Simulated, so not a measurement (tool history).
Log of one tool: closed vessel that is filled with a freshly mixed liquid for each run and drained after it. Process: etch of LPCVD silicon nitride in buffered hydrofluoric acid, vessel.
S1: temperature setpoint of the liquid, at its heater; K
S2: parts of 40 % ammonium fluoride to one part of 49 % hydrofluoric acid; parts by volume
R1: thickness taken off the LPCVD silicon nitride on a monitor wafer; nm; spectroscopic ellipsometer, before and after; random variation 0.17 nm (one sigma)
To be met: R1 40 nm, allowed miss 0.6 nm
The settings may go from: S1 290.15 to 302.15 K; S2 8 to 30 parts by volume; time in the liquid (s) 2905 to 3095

run 1 day=0 | S1=294.15 S2=21.5 time_in_the_liquid_(s)=2905 | R1=14.142
run 2 day=0.225 | S1=294.15 S2=27 time_in_the_liquid_(s)=2905 | R1=12.061
run 3 day=0.546 | S1=296.65 S2=21 time_in_the_liquid_(s)=2965 | R1=16.947
run 4 day=0.842 | S1=299.65 S2=21 time_in_the_liquid_(s)=2965 | R1=19.707
run 5 day=1.154 | S1=300.65 S2=17 time_in_the_liquid_(s)=3005 | R1=25.667
run 6 day=1.562 | S1=300.65 S2=17 time_in_the_liquid_(s)=2905 | R1=24.74
run 7 day=1.758 | S1=301.15 S2=14.5 time_in_the_liquid_(s)=2905 | R1=30.003
run 8 day=1.983 | S1=301.65 S2=13 time_in_the_liquid_(s)=2905 | R1=34.18
run 9 day=2.096 | S1=301.65 S2=12.5 time_in_the_liquid_(s)=2905 | R1=35.6
run 10 day=2.408 | S1=301.65 S2=12 time_in_the_liquid_(s)=2905 | R1=37.018
run 11 day=2.738 | S1=302.15 S2=10.5 time_in_the_liquid_(s)=2905 | R1=43.813
run 12 day=2.979 | S1=301.65 S2=10.5 time_in_the_liquid_(s)=2905 | R1=42.294
-- day=3.133 thermometer replaced
run 13 day=3.133 | S1=301.15 S2=10.5 time_in_the_liquid_(s)=2905 | R1=46.175
run 14 day=3.371 | S1=301.65 S2=11 time_in_the_liquid_(s)=2905 | R1=45.077
run 15 day=3.521 | S1=298.65 S2=11 time_in_the_liquid_(s)=2905 | R1=38.515

4 next moves are on the table. One of them brings every result within its allowed miss. Which?
run A day=3.671 | S1=301.65 S2=13 time_in_the_liquid_(s)=2935 | R1=?
run B day=3.671 | S1=298.65 S2=11 time_in_the_liquid_(s)=3035 | R1=?
run C day=3.671 | S1=297.15 S2=10.5 time_in_the_liquid_(s)=2905 | R1=?
run D day=3.671 | S1=297.65 S2=11 time_in_the_liquid_(s)=3055 | R1=?

move=A R1=39.09
move=B R1=40.527
move=C R1=37.416
move=D R1=38.642
A: nearer than the last run, and not there yet
B: meets every target
C: further off than the last run
D: nearer than the last run, and not there yet
Move B is the one to make.
